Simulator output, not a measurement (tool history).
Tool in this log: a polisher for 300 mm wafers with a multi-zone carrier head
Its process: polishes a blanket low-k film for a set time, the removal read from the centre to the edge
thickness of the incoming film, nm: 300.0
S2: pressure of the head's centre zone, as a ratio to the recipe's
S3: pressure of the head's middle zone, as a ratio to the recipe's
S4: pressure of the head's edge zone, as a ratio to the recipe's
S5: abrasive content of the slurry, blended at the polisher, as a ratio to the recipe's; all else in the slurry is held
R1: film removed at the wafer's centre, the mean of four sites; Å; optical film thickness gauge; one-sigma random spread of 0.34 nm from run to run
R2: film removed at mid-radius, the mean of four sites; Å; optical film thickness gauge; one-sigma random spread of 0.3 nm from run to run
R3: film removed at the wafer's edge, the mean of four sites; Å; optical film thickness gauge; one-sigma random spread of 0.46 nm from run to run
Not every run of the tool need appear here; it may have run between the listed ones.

run 1 day=0 | flow_of_slurry_(ml/min)=285 S2=1 S3=1 S4=1 S5=1 polishing_time_(s)=82 | R1=353.47 R2=358.95 R3=365.82
run 2 day=0.1 | flow_of_slurry_(ml/min)=290 S2=0.95 S3=1.03 S4=1.05 S5=1 polishing_time_(s)=82 | R1=347.44 R2=368.02 R3=379.43
run 3 day=0.288 | flow_of_slurry_(ml/min)=275 S2=0.9 S3=1.08 S4=1.1 S5=1 polishing_time_(s)=82 | R1=320.62 R2=383.48 R3=392.88
run 4 day=0.658 | flow_of_slurry_(ml/min)=275 S2=0.9 S3=1.08 S4=1.04 S5=1 polishing_time_(s)=82 | R1=324.83 R2=379.58 R3=368.63
run 5 day=0.862 | flow_of_slurry_(ml/min)=275 S2=0.9 S3=1.01 S4=1.04 S5=1 polishing_time_(s)=82 | R1=323.09 R2=361.51 R3=381.94
run 6 day=0.929 | flow_of_slurry_(ml/min)=275 S2=0.9 S3=1.08 S4=1.04 S5=1 polishing_time_(s)=82 | R1=315.92 R2=380.19 R3=377.73
run 7 day=1.1 | flow_of_slurry_(ml/min)=280 S2=0.88 S3=1.09 S4=1.07 S5=1 polishing_time_(s)=82 | R1=319.04 R2=382.9 R3=369.6
run 8 day=1.467 | flow_of_slurry_(ml/min)=260 S2=0.88 S3=1.1 S4=1.1 S5=1 polishing_time_(s)=82 | R1=320.14 R2=384.47 R3=380.73

For run 9, what comes out?
run 9 day=1.833 | flow_of_slurry_(ml/min)=270 S2=0.86 S3=1.11 S4=1.13 S5=1 polishing_time_(s)=82 | R1=? R2=? R3=?

{"run 9": {"R1": 310.14, "R2": 387.07, "R3": 384.44}}
